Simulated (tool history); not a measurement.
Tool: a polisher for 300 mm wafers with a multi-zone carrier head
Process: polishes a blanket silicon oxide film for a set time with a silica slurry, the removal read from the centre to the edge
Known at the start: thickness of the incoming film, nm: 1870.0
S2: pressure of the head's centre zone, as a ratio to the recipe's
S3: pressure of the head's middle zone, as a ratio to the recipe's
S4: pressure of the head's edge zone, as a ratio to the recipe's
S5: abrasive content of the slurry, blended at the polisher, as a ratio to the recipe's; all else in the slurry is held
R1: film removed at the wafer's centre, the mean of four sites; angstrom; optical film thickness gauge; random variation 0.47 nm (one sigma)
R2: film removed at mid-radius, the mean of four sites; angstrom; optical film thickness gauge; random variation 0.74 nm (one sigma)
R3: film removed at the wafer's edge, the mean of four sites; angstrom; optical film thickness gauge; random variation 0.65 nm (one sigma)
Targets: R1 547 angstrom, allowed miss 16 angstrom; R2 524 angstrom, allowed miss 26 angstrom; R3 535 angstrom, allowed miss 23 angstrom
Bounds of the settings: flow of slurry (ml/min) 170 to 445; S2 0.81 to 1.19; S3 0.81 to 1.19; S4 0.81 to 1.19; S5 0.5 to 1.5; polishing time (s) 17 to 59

Run 1, hour 0: flow of slurry (ml/min) 285, S2 1, S3 1, S4 1, S5 1, polishing time (s) 38. Result: R1 761.73 angstrom, R2 781.29 angstrom, R3 771.63 angstrom.
Run 2, hour 6.9: flow of slurry (ml/min) 285, S2 1, S3 0.98, S4 0.98, S5 0.9, polishing time (s) 37. Result: R1 696.1 angstrom, R2 704.34 angstrom, R3 697.73 angstrom.
Run 3, hour 8.3: flow of slurry (ml/min) 285, S2 1, S3 0.98, S4 0.98, S5 0.9, polishing time (s) 32. Result: R1 615.06 angstrom, R2 615.24 angstrom, R3 601.01 angstrom.
Run 4, hour 8.9: flow of slurry (ml/min) 285, S2 0.99, S3 0.96, S4 0.96, S5 0.9, polishing time (s) 32. Result: R1 595.61 angstrom, R2 595.45 angstrom, R3 609.2 angstrom.
Run 5, hour 13.2: flow of slurry (ml/min) 285, S2 0.99, S3 0.96, S4 0.96, S5 1, polishing time (s) 32. Result: R1 634.92 angstrom, R2 647.25 angstrom, R3 627.99 angstrom.
Run 6, hour 15.3: flow of slurry (ml/min) 285, S2 0.99, S3 0.95, S4 0.94, S5 0.95, polishing time (s) 32. Result: R1 605.82 angstrom, R2 608.27 angstrom, R3 608.29 angstrom.
Run 7, hour 18.6: flow of slurry (ml/min) 285, S2 0.99, S3 0.95, S4 0.94, S5 0.95, polishing time (s) 32. Result: R1 624.8 angstrom, R2 608.92 angstrom, R3 617.39 angstrom.
Run 8, hour 20: flow of slurry (ml/min) 285, S2 0.99, S3 0.95, S4 0.94, S5 0.95, polishing time (s) 32. Result: R1 626.42 angstrom, R2 632.56 angstrom, R3 612.44 angstrom.
Run 9, hour 23.5: flow of slurry (ml/min) 285, S2 0.99, S3 0.95, S4 0.94, S5 0.95, polishing time (s) 32. Result: R1 624.99 angstrom, R2 614.5 angstrom, R3 609.01 angstrom.
Run 10, hour 30.5: flow of slurry (ml/min) 285, S2 0.98, S3 0.94, S4 0.92, S5 0.95, polishing time (s) 32. Result: R1 613.33 angstrom, R2 601.49 angstrom, R3 604.09 angstrom.
Run 11, hour 35: flow of slurry (ml/min) 285, S2 0.97, S3 0.94, S4 0.9, S5 0.95, polishing time (s) 32. Result: R1 616.59 angstrom, R2 623.69 angstrom, R3 593.11 angstrom.
Run 12, hour 37.5: flow of slurry (ml/min) 280, S2 0.96, S3 0.92, S4 0.89, S5 0.95, polishing time (s) 32. Result: R1 606.62 angstrom, R2 591 angstrom, R3 581.73 angstrom.

4 next moves are on the table. One of them brings every result within its allowed miss. Which?
Run A, hour 40: flow of slurry (ml/min) 315, S2 1.01, S3 0.93, S4 0.96, S5 0.85, polishing time (s) 29. Result: R1 ?, R2 ?, R3 ?.
Run B, hour 40: flow of slurry (ml/min) 265, S2 0.98, S3 1.1, S4 0.82, S5 1, polishing time (s) 26. Result: R1 ?, R2 ?, R3 ?.
Run C, hour 40: flow of slurry (ml/min) 270, S2 0.92, S3 0.94, S4 0.97, S5 0.85, polishing time (s) 29. Result: R1 ?, R2 ?, R3 ?.
Run D, hour 40: flow of slurry (ml/min) 275, S2 1.02, S3 0.94, S4 0.81, S5 1, polishing time (s) 27. Result: R1 ?, R2 ?, R3 ?.

move      R1      R2      R3
   A  546.43  517.28  536.38
   B  513.14  572.81  482.37
   C  502.14   513.9  532.39
   D  550.48  522.82  501.02
A: meets every target
B: takes the result that was furthest off past its target
C: takes the result that was furthest off past its target
D: brings the result that was furthest off to its target, and leaves another outside
Answer: A
